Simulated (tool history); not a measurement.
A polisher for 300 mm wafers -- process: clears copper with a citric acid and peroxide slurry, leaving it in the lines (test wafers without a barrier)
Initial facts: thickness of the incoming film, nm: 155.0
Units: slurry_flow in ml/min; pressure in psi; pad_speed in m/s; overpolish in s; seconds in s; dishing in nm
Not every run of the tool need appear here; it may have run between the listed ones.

run	hour	slurry_flow	pressure	pad_speed	slurry_solids	overpolish	seconds	dishing
1	0.0	185	2.0	0.84	1.0	17	115.75	15.509
2	1.7	185	2.0	0.94	1.0	17	105.74	16.382
3	5.3	170	2.0	0.94	1.0	17	110.89	16.205
4	9.6	170	1.6	0.94	1.0	17	125.22	14.031
5	12.2	160	1.8	0.94	1.0	18	117.90	15.953
6	21.2	155	2.0	0.94	1.0	19	108.71	17.833
7	29.9	155	2.1	0.94	1.0	20	106.84	18.739

Run 8, settings as shown, results not yet in. Your forecast:
8	38.6	160	2.2	0.94	1.0	21	?	?

Logged for run 8: seconds 101.67 s, dishing 20.774 nm.
